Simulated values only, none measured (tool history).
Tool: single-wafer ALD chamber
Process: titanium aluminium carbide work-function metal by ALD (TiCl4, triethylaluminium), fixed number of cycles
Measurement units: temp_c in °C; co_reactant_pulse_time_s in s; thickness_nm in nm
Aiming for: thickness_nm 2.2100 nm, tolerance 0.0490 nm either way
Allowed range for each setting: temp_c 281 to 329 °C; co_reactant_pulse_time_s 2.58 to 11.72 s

| run | hour | temp_c | co_reactant_pulse_time_s | thickness_nm |
|---|---|---|---|---|
| 1 | 0.0 | 305 | 7.15 | 1.9758 |
| 2 | 3.4 | 307 | 7.36 | 2.0112 |
| 3 | 8.0 | 309 | 7.50 | 2.0353 |
| 4 | 15.0 | 311 | 7.64 | 2.0623 |
| 5 | 20.9 | 306 | 7.64 | 2.0152 |
| 6 | 28.1 | 308 | 7.79 | 2.0510 |
| 7 | 33.2 | 310 | 7.90 | 2.0810 |
| 8 | 34.0 | 311 | 7.98 | 2.0936 |
| 9 | 35.8 | 312 | 8.05 | 2.0948 |
| 10 | 38.9 | 313 | 8.16 | 2.1120 |
| 11 | 44.2 | 313 | 8.16 | 2.0980 |
| 12 | 52.1 | 314 | 8.32 | 2.1324 |
| 13 | 54.4 | 315 | 8.39 | 2.1268 |
| 14 | 58.3 | 316 | 8.51 | 2.1546 |
| 15 | 64.9 | 317 | 8.57 | 2.1592 |

Next run, 4 choices. One meets every target within its allowed miss, the rest don't. Which?
| A | 71.5 | 308 | 8.70 | ? |
| B | 71.5 | 325 | 7.12 | ? |
| C | 71.5 | 308 | 9.06 | ? |
| D | 71.5 | 316 | 9.89 | ? |

| move | thickness_nm |
|---|---|
| A | 2.1053 |
| B | 2.1409 |
| C | 2.1191 |
| D | 2.2078 |
A: its largest miss is bigger than the last run's
B: its largest miss is bigger than the last run's
C: its largest miss is bigger than the last run's
D: every result lands within tolerance
D is the move that brings every result within its allowed miss.
